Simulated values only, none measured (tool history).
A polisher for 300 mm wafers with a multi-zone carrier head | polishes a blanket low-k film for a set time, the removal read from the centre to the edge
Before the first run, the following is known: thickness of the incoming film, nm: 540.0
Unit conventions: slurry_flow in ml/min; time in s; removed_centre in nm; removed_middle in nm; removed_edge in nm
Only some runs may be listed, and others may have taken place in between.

| run | hour | slurry_flow | centre_zone | middle_zone | edge_zone | slurry_solids | time | removed_centre | removed_middle | removed_edge |
|---|---|---|---|---|---|---|---|---|---|---|
| 1 | 0 | 310 | 1 | 1 | 1 | 1 | 56 | 19.345 | 19.753 | 19.63 |
| 2 | 4.5 | 300 | 0.95 | 0.97 | 1.01 | 0.85 | 50 | 14.314 | 14.531 | 15.625 |
| 3 | 12.6 | 300 | 0.95 | 1 | 1.01 | 0.85 | 50 | 14.316 | 15.785 | 15.357 |
| 4 | 13.8 | 300 | 0.95 | 1.05 | 1.01 | 0.85 | 50 | 14.27 | 15.77 | 15.657 |
| 5 | 20.9 | 300 | 0.95 | 1.05 | 1.01 | 0.85 | 39 | 11.405 | 12.449 | 12.142 |
| 6 | 29.2 | 300 | 0.95 | 1.05 | 1.01 | 0.65 | 39 | 8.1775 | 9.3904 | 9.1649 |
| 7 | 36.1 | 295 | 0.93 | 1.03 | 1.04 | 0.65 | 39 | 8.1695 | 9.1377 | 9.1132 |

Predict the results of run 8:
| 8 | 37.2 | 285 | 0.9 | 1 | 1.04 | 0.65 | 40 | ? | ? | ? |

Logged for run 8: removed_centre 8.0685 nm, removed_middle 9.0522 nm, removed_edge 9.4275 nm.

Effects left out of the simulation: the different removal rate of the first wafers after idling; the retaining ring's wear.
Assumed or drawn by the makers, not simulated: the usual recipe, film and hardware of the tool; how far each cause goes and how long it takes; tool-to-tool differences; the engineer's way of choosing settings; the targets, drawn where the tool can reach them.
